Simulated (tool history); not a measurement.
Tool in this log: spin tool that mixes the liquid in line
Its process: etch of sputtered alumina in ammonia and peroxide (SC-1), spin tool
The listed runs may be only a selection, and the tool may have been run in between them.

run  hour  temperature setpoint of the liquid (K)  parts of 29 % ammonia solution to one part of 30 % peroxide (parts by volume)  time under the liquid (s)  thickness taken off the sputtered alumina on a monitor wafer (angstrom)
  1   0.0                                  334.15                                                                           0.45                        305                                                                   290.66
  2   5.6                                  334.15                                                                           0.45                        330                                                                   312.99
  3  10.2                                  331.15                                                                           0.45                        330                                                                   270.11
  4  11.1                                  331.15                                                                           0.55                        330                                                                   275.13
  5  11.8                                  329.15                                                                           0.55                        330                                                                   246.49
     14.2  -- heated supply line repaired
  6  14.2                                  328.15                                                                           0.55                        330                                                                   285.56
  7  21.1                                  324.65                                                                           0.45                        320                                                                   226.41

What does the tool deliver on the next run?
  8  25.2                                  324.65                                                                           0.45                        320                                                                        ?

{"run 8": {"thickness taken off the sputtered alumina on a monitor wafer (angstrom)": 225.66}}
